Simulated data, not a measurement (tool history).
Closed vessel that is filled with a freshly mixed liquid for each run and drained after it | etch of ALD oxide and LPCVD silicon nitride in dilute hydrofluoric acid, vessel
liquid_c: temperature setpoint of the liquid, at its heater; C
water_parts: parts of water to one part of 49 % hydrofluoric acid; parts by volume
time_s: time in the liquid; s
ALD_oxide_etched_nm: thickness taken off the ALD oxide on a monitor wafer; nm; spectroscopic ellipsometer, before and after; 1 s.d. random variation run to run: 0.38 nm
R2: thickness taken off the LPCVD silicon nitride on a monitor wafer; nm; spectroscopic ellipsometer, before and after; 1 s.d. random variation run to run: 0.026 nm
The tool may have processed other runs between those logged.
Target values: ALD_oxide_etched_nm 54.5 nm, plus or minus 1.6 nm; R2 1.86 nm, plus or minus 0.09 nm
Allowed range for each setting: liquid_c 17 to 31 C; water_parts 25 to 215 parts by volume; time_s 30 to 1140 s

run 1 day=0 | liquid_c=23 water_parts=120 time_s=580 | ALD_oxide_etched_nm=55.283 R2=2.1417
run 2 day=0.212 | liquid_c=23 water_parts=145 time_s=580 | ALD_oxide_etched_nm=44.586 R2=1.7948
run 3 day=0.488 | liquid_c=23 water_parts=145 time_s=340 | ALD_oxide_etched_nm=25.824 R2=1.0826
run 4 day=0.754 | liquid_c=23 water_parts=145 time_s=255 | ALD_oxide_etched_nm=19.511 R2=0.80451
run 5 day=0.992 | liquid_c=23 water_parts=160 time_s=255 | ALD_oxide_etched_nm=17.151 R2=0.7176
run 6 day=1.242 | liquid_c=22.5 water_parts=125 time_s=250 | ALD_oxide_etched_nm=22.389 R2=0.86697
run 7 day=1.579 | liquid_c=23.5 water_parts=95 time_s=240 | ALD_oxide_etched_nm=30.057 R2=1.1804
run 8 day=1.733 | liquid_c=23 water_parts=75 time_s=245 | ALD_oxide_etched_nm=38.944 R2=1.4795
run 9 day=1.796 | liquid_c=22.5 water_parts=65 time_s=240 | ALD_oxide_etched_nm=43.646 R2=1.5615
run 10 day=2.012 | liquid_c=22.5 water_parts=60 time_s=240 | ALD_oxide_etched_nm=47.941 R2=1.7558
run 11 day=2.188 | liquid_c=20.5 water_parts=35 time_s=230 | ALD_oxide_etched_nm=75.253 R2=2.3861
run 12 day=2.325 | liquid_c=21 water_parts=40 time_s=225 | ALD_oxide_etched_nm=65.438 R2=2.1208
run 13 day=2.429 | liquid_c=22 water_parts=60 time_s=230 | ALD_oxide_etched_nm=44.284 R2=1.5906
run 14 day=2.642 | liquid_c=22 water_parts=55 time_s=230 | ALD_oxide_etched_nm=48.913 R2=1.7349

5 next moves are on the table. One of them brings every result within its allowed miss. Which?
run A day=2.854 | liquid_c=17.5 water_parts=50 time_s=300 | ALD_oxide_etched_nm=? R2=?
run B day=2.854 | liquid_c=22.5 water_parts=75 time_s=290 | ALD_oxide_etched_nm=? R2=?
run C day=2.854 | liquid_c=24.5 water_parts=90 time_s=310 | ALD_oxide_etched_nm=? R2=?
run D day=2.854 | liquid_c=21.5 water_parts=60 time_s=235 | ALD_oxide_etched_nm=? R2=?
run E day=2.854 | liquid_c=21 water_parts=55 time_s=265 | ALD_oxide_etched_nm=? R2=?

move=A ALD_oxide_etched_nm=58.267 R2=1.8207
move=B ALD_oxide_etched_nm=45.169 R2=1.6837
move=C ALD_oxide_etched_nm=42.882 R2=1.7228
move=D ALD_oxide_etched_nm=44.668 R2=1.5837
move=E ALD_oxide_etched_nm=54.116 R2=1.8774
A: takes the result that was furthest off past its target
B: its largest miss is bigger than the last run's
C: its largest miss is bigger than the last run's
D: its largest miss is bigger than the last run's
E: all results land within tolerance of their targets
Move E is the one to make.
